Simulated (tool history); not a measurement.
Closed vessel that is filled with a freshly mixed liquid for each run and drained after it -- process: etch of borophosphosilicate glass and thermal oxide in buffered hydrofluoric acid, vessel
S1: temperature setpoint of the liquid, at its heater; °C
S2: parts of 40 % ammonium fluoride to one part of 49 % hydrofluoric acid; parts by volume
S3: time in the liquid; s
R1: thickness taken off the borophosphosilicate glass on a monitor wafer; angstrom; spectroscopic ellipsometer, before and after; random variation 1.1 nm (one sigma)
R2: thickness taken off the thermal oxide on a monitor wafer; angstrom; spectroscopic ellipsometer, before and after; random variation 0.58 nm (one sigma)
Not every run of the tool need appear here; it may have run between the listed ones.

| run | hour | S1 | S2 | S3 | R1 | R2 |
|---|---|---|---|---|---|---|
| 1 | 0.0 | 22.0 | 21.5 | 60 | 731.91 | 348.33 |
| 2 | 4.0 | 22.0 | 21.5 | 75 | 914.11 | 439.05 |
| 3 | 8.6 | 24.5 | 21.5 | 75 | 1028.70 | 511.32 |
| 4 | 9.8 | 24.5 | 21.5 | 50 | 689.30 | 333.77 |
| 5 | 12.9 | 26.0 | 17.0 | 50 | 947.21 | 458.81 |
| 6 | 14.5 | 27.5 | 15.5 | 50 | 1110.20 | 539.96 |
| 7 | 19.9 | 28.5 | 15.0 | 50 | 1234.00 | 592.54 |

Expected results for the next run?
| 8 | 20.6 | 29.0 | 15.0 | 50 | ? | ? |

{"run 8": {"R1": 1268.9, "R2": 616.47}}

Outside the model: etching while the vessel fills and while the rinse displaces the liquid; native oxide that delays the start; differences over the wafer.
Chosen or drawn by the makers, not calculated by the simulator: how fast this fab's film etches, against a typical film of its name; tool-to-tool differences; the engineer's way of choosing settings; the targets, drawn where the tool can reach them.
